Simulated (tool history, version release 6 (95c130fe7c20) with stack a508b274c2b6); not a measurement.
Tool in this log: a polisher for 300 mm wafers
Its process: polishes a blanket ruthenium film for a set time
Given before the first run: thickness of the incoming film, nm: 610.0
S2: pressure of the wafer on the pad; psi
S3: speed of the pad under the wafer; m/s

{"run": 1, "hour": 0.0, "flow of slurry (ml/min)": 310, "S2": 2.5, "S3": 0.9, "polishing time (s)": 56, "film removed (Å)": 720.39}
{"run": 2, "hour": 1.5, "flow of slurry (ml/min)": 310, "S2": 2.8, "S3": 0.9, "polishing time (s)": 56, "film removed (Å)": 811.95}
{"run": 3, "hour": 6.8, "flow of slurry (ml/min)": 310, "S2": 3.0, "S3": 0.9, "polishing time (s)": 56, "film removed (Å)": 835.69}
{"run": 4, "hour": 14.3, "flow of slurry (ml/min)": 310, "S2": 3.0, "S3": 0.72, "polishing time (s)": 56, "film removed (Å)": 684.68}
{"run": 5, "hour": 18.4, "flow of slurry (ml/min)": 310, "S2": 3.3, "S3": 0.76, "polishing time (s)": 56, "film removed (Å)": 787.38}
{"run": 6, "hour": 26.6, "flow of slurry (ml/min)": 355, "S2": 3.3, "S3": 0.76, "polishing time (s)": 56, "film removed (Å)": 795.57}
{"run": 7, "hour": 28.8, "flow of slurry (ml/min)": 355, "S2": 3.5, "S3": 0.8, "polishing time (s)": 56, "film removed (Å)": 878.65}

Run 8, settings as shown, results not yet in. Your forecast:
{"run": 8, "hour": 31.4, "flow of slurry (ml/min)": 355, "S2": 3.5, "S3": 0.8, "polishing time (s)": 56, "film removed (Å)": "?"}

For run 8 the tool returned film removed (Å) 872.26.
